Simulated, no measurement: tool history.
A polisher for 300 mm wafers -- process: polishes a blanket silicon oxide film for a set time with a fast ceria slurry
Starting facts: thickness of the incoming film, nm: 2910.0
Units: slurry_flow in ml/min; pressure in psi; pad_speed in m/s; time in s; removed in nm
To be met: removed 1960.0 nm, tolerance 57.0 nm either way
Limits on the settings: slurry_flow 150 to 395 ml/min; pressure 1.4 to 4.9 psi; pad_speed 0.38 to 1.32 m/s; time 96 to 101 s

{"run": 1, "hour": 0.0, "slurry_flow": 250, "pressure": 3.1, "pad_speed": 0.84, "time": 96, "removed": 1635.7}
{"run": 2, "hour": 4.5, "slurry_flow": 250, "pressure": 3.2, "pad_speed": 0.84, "time": 96, "removed": 1686.9}
{"run": 3, "hour": 7.2, "slurry_flow": 250, "pressure": 3.3, "pad_speed": 0.84, "time": 96, "removed": 1725.0}
{"run": 4, "hour": 8.1, "slurry_flow": 250, "pressure": 2.8, "pad_speed": 0.84, "time": 96, "removed": 1482.5}
{"run": 5, "hour": 15.1, "slurry_flow": 250, "pressure": 3.0, "pad_speed": 0.84, "time": 96, "removed": 1613.4}
{"run": 6, "hour": 19.1, "slurry_flow": 250, "pressure": 2.4, "pad_speed": 0.84, "time": 96, "removed": 1293.3}
{"run": 7, "hour": 22.4, "slurry_flow": 265, "pressure": 3.3, "pad_speed": 0.84, "time": 96, "removed": 1738.0}
{"run": 8, "hour": 23.6, "slurry_flow": 265, "pressure": 3.4, "pad_speed": 0.84, "time": 96, "removed": 1787.8}
{"run": 9, "hour": 31.5, "slurry_flow": 265, "pressure": 3.5, "pad_speed": 0.84, "time": 96, "removed": 1849.5}

Which of these 5 next moves meets every target?
{"run": "A", "hour": 39.4, "slurry_flow": 310, "pressure": 3.6, "pad_speed": 0.76, "time": 99, "removed": "?"}
{"run": "B", "hour": 39.4, "slurry_flow": 210, "pressure": 4.5, "pad_speed": 0.62, "time": 101, "removed": "?"}
{"run": "C", "hour": 39.4, "slurry_flow": 270, "pressure": 3.4, "pad_speed": 0.82, "time": 96, "removed": "?"}
{"run": "D", "hour": 39.4, "slurry_flow": 295, "pressure": 3.8, "pad_speed": 0.82, "time": 96, "removed": "?"}
{"run": "E", "hour": 39.4, "slurry_flow": 260, "pressure": 3.3, "pad_speed": 0.84, "time": 101, "removed": "?"}

move=A removed=1809.5
move=B removed=1833.4
move=C removed=1769.2
move=D removed=1984.0
move=E removed=1845.7
A: its largest miss is bigger than the last run's
B: its largest miss is bigger than the last run's
C: its largest miss is bigger than the last run's
D: hits every target within its allowed miss
E: as far off as the last run
Move D is the one to make.
